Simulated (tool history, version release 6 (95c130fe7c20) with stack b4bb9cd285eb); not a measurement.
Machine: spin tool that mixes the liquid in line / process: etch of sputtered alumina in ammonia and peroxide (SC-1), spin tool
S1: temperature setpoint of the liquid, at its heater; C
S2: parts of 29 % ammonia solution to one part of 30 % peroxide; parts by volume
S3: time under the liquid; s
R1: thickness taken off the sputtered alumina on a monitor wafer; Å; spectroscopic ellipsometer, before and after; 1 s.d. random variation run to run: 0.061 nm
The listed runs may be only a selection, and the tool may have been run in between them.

{"run": 1, "day": 0.0, "S1": 52.0, "S2": 0.9, "S3": 300, "R1": 143.82}
{"run": 2, "day": 0.317, "S1": 49.0, "S2": 0.9, "S3": 300, "R1": 121.95}
{"run": 3, "day": 0.538, "S1": 42.0, "S2": 0.9, "S3": 300, "R1": 81.901}
{"run": 4, "day": 0.833, "S1": 47.0, "S2": 0.9, "S3": 300, "R1": 107.09}
{"run": 5, "day": 0.958, "S1": 46.0, "S2": 0.9, "S3": 300, "R1": 102.09}
{"run": 6, "day": 1.142, "S1": 51.0, "S2": 0.9, "S3": 300, "R1": 134.94}
{"run": 7, "day": 1.204, "S1": 48.5, "S2": 0.9, "S3": 300, "R1": 119.58}
{"run": 8, "day": 1.542, "S1": 47.0, "S2": 0.9, "S3": 300, "R1": 107.68}

For run 9, what comes out?
{"run": 9, "day": 1.688, "S1": 46.0, "S2": 0.9, "S3": 300, "R1": "?"}

For run 9 the tool returned R1 102.580 Å.
